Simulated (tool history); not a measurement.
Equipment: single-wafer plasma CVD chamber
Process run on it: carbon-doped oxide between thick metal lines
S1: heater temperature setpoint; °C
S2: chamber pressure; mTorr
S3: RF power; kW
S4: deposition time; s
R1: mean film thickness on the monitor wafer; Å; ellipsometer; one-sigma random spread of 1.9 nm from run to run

run  hour   S1    S2     S3   S4      R1
  1     0  370  4540   0.48  174  8244.8
  2   8.4  370  4540   0.48  174  8256.9
  3     9  369  4740  0.495  174  8525.7
  4  17.9  369  4090  0.495  174  8263.4
  5    26  369  4090   0.43  174  7400.6
  6  32.7  377  4090   0.43  174  7273.1
  7  34.9  376  4500   0.45  174  7733.7
  8  40.4  375  4830  0.465  174  8086.1
  9  47.7  374  5120  0.475  174  8298.2
 10  50.2  373  5340  0.485  174  8551.4
 11  57.5  372  5530  0.495  174  8710.5
 12  59.3  372  5670  0.505  174  8853.9

What will run 13 give?
 13  66.3  372  5670  0.505  174   ?

R1: 8851.6 Å

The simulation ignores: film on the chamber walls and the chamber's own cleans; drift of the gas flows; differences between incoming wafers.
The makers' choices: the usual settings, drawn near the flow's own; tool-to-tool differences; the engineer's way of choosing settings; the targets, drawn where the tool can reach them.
